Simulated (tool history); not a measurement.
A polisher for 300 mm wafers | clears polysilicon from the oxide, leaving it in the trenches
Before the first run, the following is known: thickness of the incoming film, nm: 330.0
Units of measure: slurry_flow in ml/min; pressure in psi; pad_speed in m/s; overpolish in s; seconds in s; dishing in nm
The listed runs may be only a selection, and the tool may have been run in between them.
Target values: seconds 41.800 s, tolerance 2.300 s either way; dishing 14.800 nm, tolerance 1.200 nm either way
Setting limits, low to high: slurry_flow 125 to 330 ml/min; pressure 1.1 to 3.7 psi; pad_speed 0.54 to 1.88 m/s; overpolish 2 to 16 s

run	day	slurry_flow	pressure	pad_speed	overpolish	seconds	dishing
1	0.000	210	2.4	1.20	8	18.369	58.659
2	0.175	210	1.9	1.20	8	23.234	57.087
3	0.325	210	1.9	1.20	11	22.723	59.637
4	0.412	210	1.9	1.48	11	19.136	62.613
5	0.475	210	1.9	1.60	11	18.256	64.337
6	0.604	210	1.9	1.60	9	17.929	60.878
7	0.850	190	1.8	1.36	7	22.717	50.480
8	1.038	175	1.6	1.26	6	27.564	45.429
9	1.225	165	1.5	1.20	5	30.663	37.775
10	1.379	155	1.4	1.16	4	34.377	29.639

Exactly one of the 5 candidate moves below puts every result within its allowed miss. Which one?
A	1.533	125	1.1	1.26	2	?	?
B	1.533	170	1.1	1.06	10	?	?
C	1.533	140	1.7	1.26	7	?	?
D	1.533	190	1.2	1.06	8	?	?
E	1.533	155	1.5	1.14	5	?	?

move	seconds	dishing
A	42.398	15.091
B	47.098	45.600
C	27.474	49.910
D	42.722	42.544
E	33.358	37.136
A: every result within its allowed miss
B: lands further from the targets than the last run did
C: lands further from the targets than the last run did
D: lands further from the targets than the last run did
E: lands further from the targets than the last run did
The move that meets every target is A.
